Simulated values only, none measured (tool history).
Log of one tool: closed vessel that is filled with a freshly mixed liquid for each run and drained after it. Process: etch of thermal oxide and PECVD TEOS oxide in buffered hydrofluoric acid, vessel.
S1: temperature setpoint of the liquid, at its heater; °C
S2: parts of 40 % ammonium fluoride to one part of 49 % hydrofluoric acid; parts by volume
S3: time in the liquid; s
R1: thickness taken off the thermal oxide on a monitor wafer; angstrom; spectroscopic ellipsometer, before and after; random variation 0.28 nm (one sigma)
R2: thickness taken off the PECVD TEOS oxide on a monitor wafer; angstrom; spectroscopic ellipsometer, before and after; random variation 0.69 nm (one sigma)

run,hour,S1,S2,S3,R1,R2
1,0,23,14,60,432.02,1205.9
2,8.2,22,14,60,414.59,1144.1
3,17,22,12,60,487.15,1337.8
4,20.8,20.5,12.5,60,422.61,1176.9
5,22,19.5,12.5,60,405.71,1122.4
6,30.6,19.5,15,60,335.55,929.15
7,32.2,20,15,60,342.86,974.47
8,34.8,20.5,15,60,351.7,984.37

The next listed run, before its measurement:
9,43.5,20.5,15,60,?,?

{"run 9": {"R1": 353.27, "R2": 986.48}}
